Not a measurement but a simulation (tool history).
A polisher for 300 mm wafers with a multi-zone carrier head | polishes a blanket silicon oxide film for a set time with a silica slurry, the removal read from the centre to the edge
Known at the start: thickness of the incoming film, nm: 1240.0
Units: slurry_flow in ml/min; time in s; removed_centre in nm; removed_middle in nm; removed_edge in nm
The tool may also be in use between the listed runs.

run,hour,slurry_flow,centre_zone,middle_zone,edge_zone,slurry_solids,time,removed_centre,removed_middle,removed_edge
1,0.0,225,1.00,1.00,1.00,1.00,40,117.180,117.130,118.680
2,1.1,225,1.00,0.99,0.98,0.90,38,104.780,102.210,102.920
3,5.5,225,0.99,0.97,0.96,0.85,37,97.531,95.312,97.464
4,10.4,225,1.07,0.97,0.96,0.85,37,106.340,93.271,96.862
5,18.9,225,1.06,0.96,0.94,0.80,36,98.737,89.134,91.754
6,22.7,225,1.06,0.89,0.94,0.80,36,101.160,85.516,89.950
7,23.6,205,0.96,0.84,0.84,0.55,28,54.901,50.782,53.213
8,28.3,215,0.97,0.86,0.86,0.55,28,55.535,50.921,55.014
9,29.9,215,0.99,0.89,0.87,0.55,28,56.975,52.526,54.457
10,30.5,220,1.00,0.91,0.89,0.55,28,57.394,52.477,56.552
11,39.1,265,1.09,1.01,0.85,0.70,28,74.614,68.588,64.913
12,47.0,255,1.08,1.00,0.86,0.70,28,74.840,67.446,64.040
13,54.3,245,1.07,0.99,0.87,0.70,28,73.871,66.337,64.449
14,61.6,240,1.06,0.98,0.87,0.70,28,73.370,65.373,64.928
15,62.4,235,1.05,0.97,0.87,0.70,28,72.262,64.515,65.346

The next listed run, before its measurement:
16,63.7,235,1.04,0.97,0.87,0.70,28,?,?,?

removed_centre: 70.663 nm
removed_middle: 65.966 nm
removed_edge: 63.534 nm

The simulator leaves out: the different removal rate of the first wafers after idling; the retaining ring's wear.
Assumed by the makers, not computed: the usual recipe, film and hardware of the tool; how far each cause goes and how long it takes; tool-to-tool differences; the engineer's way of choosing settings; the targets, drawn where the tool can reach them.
